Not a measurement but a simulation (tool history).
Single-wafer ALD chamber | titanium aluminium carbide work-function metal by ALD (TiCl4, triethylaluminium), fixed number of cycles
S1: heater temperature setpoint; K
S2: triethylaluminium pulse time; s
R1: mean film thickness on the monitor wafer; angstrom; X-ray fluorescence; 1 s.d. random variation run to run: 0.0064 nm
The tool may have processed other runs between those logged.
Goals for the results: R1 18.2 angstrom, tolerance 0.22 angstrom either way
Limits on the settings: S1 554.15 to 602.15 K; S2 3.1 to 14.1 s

{"run": 1, "hour": 0.0, "S1": 578.15, "S2": 8.6, "R1": 21.315}
{"run": 2, "hour": 5.1, "S1": 578.15, "S2": 9.64, "R1": 21.866}
{"run": 3, "hour": 8.6, "S1": 571.15, "S2": 8.44, "R1": 20.801}
{"run": 4, "hour": 15.8, "S1": 571.15, "S2": 9.59, "R1": 21.203}
{"run": 5, "hour": 24.1, "S1": 566.15, "S2": 8.2, "R1": 20.092}
{"run": 6, "hour": 33.1, "S1": 566.15, "S2": 9.39, "R1": 20.373}
{"run": 7, "hour": 39.4, "S1": 562.15, "S2": 8.4, "R1": 19.662}
{"run": 8, "hour": 42.5, "S1": 554.15, "S2": 5.68, "R1": 16.749}
{"run": 9, "hour": 43.2, "S1": 558.15, "S2": 5.73, "R1": 17.138}
{"run": 10, "hour": 51.6, "S1": 570.15, "S2": 6.12, "R1": 18.776}
{"run": 11, "hour": 57.1, "S1": 568.15, "S2": 6.09, "R1": 18.615}
{"run": 12, "hour": 64.4, "S1": 568.15, "S2": 6.09, "R1": 18.586}
{"run": 13, "hour": 66.0, "S1": 567.15, "S2": 6.07, "R1": 18.432}

Of the 4 settings listed for the next run, only one would bring every result within its allowed miss of target. Which one?
{"run": "A", "hour": 67.6, "S1": 560.15, "S2": 6.48, "R1": "?"}
{"run": "B", "hour": 67.6, "S1": 569.15, "S2": 6.1, "R1": "?"}
{"run": "C", "hour": 67.6, "S1": 558.15, "S2": 7.32, "R1": "?"}
{"run": "D", "hour": 67.6, "S1": 570.15, "S2": 6.03, "R1": "?"}

move=A R1=18.229
move=B R1=18.663
move=C R1=18.743
move=D R1=18.67
A: all results in spec
B: lands further from the targets than the last run did
C: lands further from the targets than the last run did
D: lands further from the targets than the last run did
Correct choice: A, which meets every target
